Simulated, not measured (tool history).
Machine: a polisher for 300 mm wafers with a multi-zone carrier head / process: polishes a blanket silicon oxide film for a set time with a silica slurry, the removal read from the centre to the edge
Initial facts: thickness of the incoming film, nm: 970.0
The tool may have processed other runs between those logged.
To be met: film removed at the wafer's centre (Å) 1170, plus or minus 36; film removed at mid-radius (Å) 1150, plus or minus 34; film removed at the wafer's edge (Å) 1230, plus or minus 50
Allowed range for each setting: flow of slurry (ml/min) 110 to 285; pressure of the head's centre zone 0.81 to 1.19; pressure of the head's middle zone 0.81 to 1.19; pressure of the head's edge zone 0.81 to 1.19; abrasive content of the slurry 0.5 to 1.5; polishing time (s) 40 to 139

run	day	flow of slurry (ml/min)	pressure of the head's centre zone	pressure of the head's middle zone	pressure of the head's edge zone	abrasive content of the slurry	polishing time (s)	film removed at the wafer's centre (Å)	film removed at mid-radius (Å)	film removed at the wafer's edge (Å)
1	0	180	1	1	1	1	89	2217.8	2243	2227.2
2	0.271	180	1	1	1	0.9	89	2169.7	2191.7	2131.7
3	0.329	180	1.04	1	1	0.9	89	2242.8	2188.9	2119.9
4	0.396	225	1.04	1	1	0.9	89	2356.3	2236.9	2189.9
5	0.654	225	1.04	1.06	1	0.9	89	2375.2	2362.5	2199.4
6	0.975	210	1	0.99	0.99	0.8	80	1949.4	1905	1875.9
7	1.008	195	0.96	0.95	0.96	0.7	74	1650.3	1623.3	1648.6
8	1.129	150	0.87	0.85	0.86	0.5	59	1045.8	1043.5	1093.1

Of the 4 settings listed for the next run, only one would bring every result within its allowed miss of target. Which one?
A	1.25	130	0.93	0.86	0.82	0.5	54	?	?	?
B	1.25	155	1.08	1.05	0.81	0.5	52	?	?	?
C	1.25	170	0.87	0.82	0.84	0.7	59	?	?	?
D	1.25	160	1.1	0.83	0.81	0.5	51	?	?	?

move	film removed at the wafer's centre (Å)	film removed at mid-radius (Å)	film removed at the wafer's edge (Å)
A	984.61	949.45	960.32
B	1147.2	1117	939.95
C	1155.8	1139.4	1194.5
D	1151.6	905.24	928.31
A: its largest miss is bigger than the last run's
B: the worst result of the last run now meets its target, but another is out of spec
C: in spec on every target
D: the worst result of the last run now meets its target, but another is out of spec
The move that meets every target is C.
